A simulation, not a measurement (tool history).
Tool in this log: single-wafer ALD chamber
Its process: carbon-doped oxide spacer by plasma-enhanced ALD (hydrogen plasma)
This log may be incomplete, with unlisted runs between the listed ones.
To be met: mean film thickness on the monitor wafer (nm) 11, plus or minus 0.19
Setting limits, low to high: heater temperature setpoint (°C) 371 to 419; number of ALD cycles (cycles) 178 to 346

run,hour,heater temperature setpoint (°C),number of ALD cycles (cycles),mean film thickness on the monitor wafer (nm)
1,0,395,262,12.673
2,3.2,395,258,12.405
3,8,402,258,12.351
4,14.1,406,258,12.267
5,14.7,406,292,13.961
6,19.1,406,255,12.118
7,21.9,406,252,11.997
8,26.3,406,225,10.786
9,32.3,406,226,10.768
10,37,406,227,10.739

Exactly one of the 5 candidate moves below puts every result within its allowed miss. Which one?
A,41.7,403,241,?
B,41.7,418,243,?
C,41.7,406,219,?
D,41.7,414,229,?
E,41.7,405,219,?

move,mean film thickness on the monitor wafer (nm)
A,11.566
B,11.106
C,10.41
D,10.606
E,10.444
A: moves the result that the last run missed by most past its target, out the other side
B: each result inside its tolerance
C: lands further from the targets than the last run did
D: lands further from the targets than the last run did
E: lands further from the targets than the last run did
Answer: B
